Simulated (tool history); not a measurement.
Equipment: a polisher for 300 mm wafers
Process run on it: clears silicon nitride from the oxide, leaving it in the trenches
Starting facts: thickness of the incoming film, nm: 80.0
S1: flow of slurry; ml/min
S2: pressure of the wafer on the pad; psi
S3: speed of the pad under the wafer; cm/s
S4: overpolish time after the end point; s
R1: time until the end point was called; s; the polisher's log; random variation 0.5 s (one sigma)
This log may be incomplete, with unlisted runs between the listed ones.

{"run": 1, "hour": 0.0, "S1": 310, "S2": 2.3, "S3": 122, "S4": 5, "R1": 96.387}
{"run": 2, "hour": 8.4, "S1": 310, "S2": 2.3, "S3": 104, "S4": 5, "R1": 113.29}
{"run": 3, "hour": 12.3, "S1": 310, "S2": 2.6, "S3": 104, "S4": 5, "R1": 100.57}
{"run": 4, "hour": 17.9, "S1": 310, "S2": 3, "S3": 104, "S4": 5, "R1": 86.876}
{"run": 5, "hour": 22.5, "S1": 350, "S2": 3, "S3": 104, "S4": 5, "R1": 86.609}
{"run": 6, "hour": 26.0, "S1": 350, "S2": 3.4, "S3": 104, "S4": 5, "R1": 77.731}
{"run": 7, "hour": 26.8, "S1": 350, "S2": 3.4, "S3": 108, "S4": 5, "R1": 74.806}

The next listed run, before its measurement:
{"run": 8, "hour": 31.2, "S1": 350, "S2": 3.4, "S3": 112, "S4": 5, "R1": "?"}

{"run 8": {"R1": 71.685}}
